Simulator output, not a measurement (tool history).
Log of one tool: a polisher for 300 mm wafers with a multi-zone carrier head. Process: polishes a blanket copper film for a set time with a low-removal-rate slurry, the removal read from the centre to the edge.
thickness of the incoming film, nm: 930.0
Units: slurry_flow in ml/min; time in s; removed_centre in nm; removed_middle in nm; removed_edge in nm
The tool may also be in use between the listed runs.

run	hour	slurry_flow	centre_zone	middle_zone	edge_zone	slurry_solids	time	removed_centre	removed_middle	removed_edge
1	0	270	1	1	1	1	89	225.86	234.85	228.26
2	6.8	275	1	1.02	1.01	1	89	228.27	223.78	229.16
3	8.4	275	1	0.97	1.01	1	89	226.54	220.6	229.47
4	13.1	215	1	0.97	1.01	1	89	224.73	221.18	225.33
5	15.5	215	0.99	0.99	1	1.05	89	224.37	217.11	229.24
6	20.4	230	0.98	1.01	0.99	1.05	90	226.16	229.96	229.36

Run 7 comes next. What will it give?
7	23.4	305	0.95	1.11	1.09	1.25	91	?	?	?

removed_centre: 235.42 nm
removed_middle: 271.79 nm
removed_edge: 256.18 nm
